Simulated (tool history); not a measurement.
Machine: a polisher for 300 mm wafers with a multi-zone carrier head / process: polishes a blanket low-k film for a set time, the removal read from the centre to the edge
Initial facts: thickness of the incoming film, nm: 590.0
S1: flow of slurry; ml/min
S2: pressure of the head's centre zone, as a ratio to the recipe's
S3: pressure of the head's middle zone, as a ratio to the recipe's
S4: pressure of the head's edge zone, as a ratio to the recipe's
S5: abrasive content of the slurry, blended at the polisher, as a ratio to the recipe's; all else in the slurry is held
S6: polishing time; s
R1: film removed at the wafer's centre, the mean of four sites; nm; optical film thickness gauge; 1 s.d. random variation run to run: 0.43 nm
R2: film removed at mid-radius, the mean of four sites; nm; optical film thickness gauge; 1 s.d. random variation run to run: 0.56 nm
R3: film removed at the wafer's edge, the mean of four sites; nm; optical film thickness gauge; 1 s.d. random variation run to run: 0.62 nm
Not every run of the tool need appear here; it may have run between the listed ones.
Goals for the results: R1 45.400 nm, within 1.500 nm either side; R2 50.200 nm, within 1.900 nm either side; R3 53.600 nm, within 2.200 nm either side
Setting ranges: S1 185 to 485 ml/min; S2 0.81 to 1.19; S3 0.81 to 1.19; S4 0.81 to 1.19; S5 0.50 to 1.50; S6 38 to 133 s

run	hour	S1	S2	S3	S4	S5	S6	R1	R2	R3
1	0.0	310	1.00	1.00	1.00	1.00	85	46.332	54.605	54.657
2	8.8	305	1.00	0.99	1.00	1.00	85	46.697	53.035	54.678
3	14.5	300	1.00	0.98	1.00	1.00	85	46.552	53.747	55.005
4	18.1	300	1.03	0.98	1.00	1.00	85	49.014	53.500	55.021
5	25.6	300	0.95	0.98	1.00	1.00	85	44.018	53.756	54.640
6	30.3	300	0.95	0.98	0.92	1.00	85	44.020	53.253	52.616
7	31.6	300	0.95	0.97	0.92	1.00	85	44.445	51.899	52.356
# hour 32.3: centre zone pressure recalibrated
8	32.3	300	0.95	0.96	0.93	1.00	85	50.076	52.088	53.466
9	34.4	290	0.94	0.96	0.94	1.00	85	49.634	51.389	54.799
10	38.0	280	0.86	0.96	0.91	0.95	85	44.326	49.998	50.885

Which single option among these 5 for the next run brings every result within its allowed miss of target? Just one does.
A	41.6	280	0.89	0.96	0.90	1.00	80	?	?	?
B	41.6	185	0.98	1.04	0.82	0.50	111	?	?	?
C	41.6	325	0.83	1.00	1.14	1.15	74	?	?	?
D	41.6	295	0.87	0.94	1.00	0.75	95	?	?	?
E	41.6	290	0.92	1.06	0.84	0.75	89	?	?	?

move	R1	R2	R3
A	43.713	48.554	48.852
B	45.750	49.471	44.932
C	40.419	49.784	54.134
D	44.618	49.808	53.568
E	44.202	51.579	46.174
A: lands further from the targets than the last run did
B: lands further from the targets than the last run did
C: meets the target for the result that was furthest off, but another lies outside its allowed miss
D: in spec on every target
E: lands further from the targets than the last run did
D meets every target.

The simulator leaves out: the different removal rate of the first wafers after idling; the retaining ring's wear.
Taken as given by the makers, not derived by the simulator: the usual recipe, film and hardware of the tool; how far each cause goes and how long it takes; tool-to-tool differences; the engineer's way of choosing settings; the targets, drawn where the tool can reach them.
